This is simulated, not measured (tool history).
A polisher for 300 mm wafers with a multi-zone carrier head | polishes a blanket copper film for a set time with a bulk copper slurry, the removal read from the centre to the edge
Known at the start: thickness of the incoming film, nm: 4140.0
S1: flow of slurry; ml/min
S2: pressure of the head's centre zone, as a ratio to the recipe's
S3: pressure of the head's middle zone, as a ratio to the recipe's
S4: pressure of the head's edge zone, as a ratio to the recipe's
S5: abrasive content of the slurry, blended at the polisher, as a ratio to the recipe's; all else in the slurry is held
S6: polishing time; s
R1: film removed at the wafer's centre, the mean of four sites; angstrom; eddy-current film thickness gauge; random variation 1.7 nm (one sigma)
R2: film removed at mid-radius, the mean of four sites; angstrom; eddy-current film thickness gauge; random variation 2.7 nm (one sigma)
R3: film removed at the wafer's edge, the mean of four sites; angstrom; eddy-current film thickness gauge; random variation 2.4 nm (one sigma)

Run 1, day 0: S1 155 ml/min, S2 1, S3 1, S4 1, S5 1, S6 69 s. Result: R1 4087.8 angstrom, R2 3973.6 angstrom, R3 3863.5 angstrom.
Run 2, day 0.267: S1 155 ml/min, S2 1, S3 1, S4 1.05, S5 1, S6 69 s. Result: R1 4067 angstrom, R2 3960 angstrom, R3 4048.2 angstrom.
Run 3, day 0.338: S1 150 ml/min, S2 0.98, S3 0.98, S4 1, S5 0.9, S6 63 s. Result: R1 3569.2 angstrom, R2 3410.6 angstrom, R3 3579.8 angstrom.
Run 4, day 0.421: S1 150 ml/min, S2 1.01, S3 0.98, S4 1, S5 0.9, S6 63 s. Result: R1 3684.4 angstrom, R2 3396.3 angstrom, R3 3524.2 angstrom.
Run 5, day 0.446: S1 150 ml/min, S2 1.09, S3 0.98, S4 1, S5 0.9, S6 63 s. Result: R1 3898.7 angstrom, R2 3409.1 angstrom, R3 3516.4 angstrom.
Run 6, day 0.554: S1 185 ml/min, S2 1.09, S3 0.98, S4 1, S5 0.9, S6 63 s. Result: R1 4018.9 angstrom, R2 3564.1 angstrom, R3 3594.8 angstrom.
Run 7, day 0.846: S1 180 ml/min, S2 1.06, S3 0.99, S4 0.96, S5 0.8, S6 57 s. Result: R1 3516.1 angstrom, R2 3203.8 angstrom, R3 3156.7 angstrom.
Run 8, day 1.038: S1 175 ml/min, S2 1.04, S3 0.99, S4 0.93, S5 0.75, S6 52 s. Result: R1 3100 angstrom, R2 2869 angstrom, R3 2871.3 angstrom.
Run 9, day 1.375: S1 170 ml/min, S2 1.03, S3 1, S4 0.91, S5 0.7, S6 49 s. Result: R1 2830.3 angstrom, R2 2669.8 angstrom, R3 2543.2 angstrom.
Run 10, day 1.475: S1 155 ml/min, S2 1.01, S3 0.99, S4 0.89, S5 0.65, S6 49 s. Result: R1 2706.4 angstrom, R2 2632.1 angstrom, R3 2512.5 angstrom.
At day 1.667: centre zone pressure recalibrated.
Run 11, day 1.667: S1 150 ml/min, S2 1.01, S3 0.98, S4 0.88, S5 0.6, S6 48 s. Result: R1 2457.2 angstrom, R2 2501.5 angstrom, R3 2329.4 angstrom.
Run 12, day 1.729: S1 150 ml/min, S2 1.01, S3 0.98, S4 0.88, S5 0.6, S6 48 s. Result: R1 2476.8 angstrom, R2 2453.1 angstrom, R3 2400.4 angstrom.
Run 13, day 2.046: S1 145 ml/min, S2 1.02, S3 0.98, S4 0.86, S5 0.6, S6 47 s. Result: R1 2431.4 angstrom, R2 2365.3 angstrom, R3 2347.7 angstrom.
Run 14, day 2.117: S1 145 ml/min, S2 1.03, S3 0.99, S4 0.85, S5 0.6, S6 46 s. Result: R1 2372.9 angstrom, R2 2362.5 angstrom, R3 2263.5 angstrom.
Run 15, day 2.45: S1 140 ml/min, S2 1.04, S3 0.99, S4 0.84, S5 0.6, S6 46 s. Result: R1 2380.9 angstrom, R2 2387.8 angstrom, R3 2188.6 angstrom.

Run 16 comes next. What will it give?
Run 16, day 2.525: S1 105 ml/min, S2 1.02, S3 0.92, S4 0.83, S5 0.55, S6 46 s. Result: R1 ?, R2 ?, R3 ?.

Run 16 gave R1 2141.9 angstrom, R2 2033.2 angstrom, R3 2056.7 angstrom.
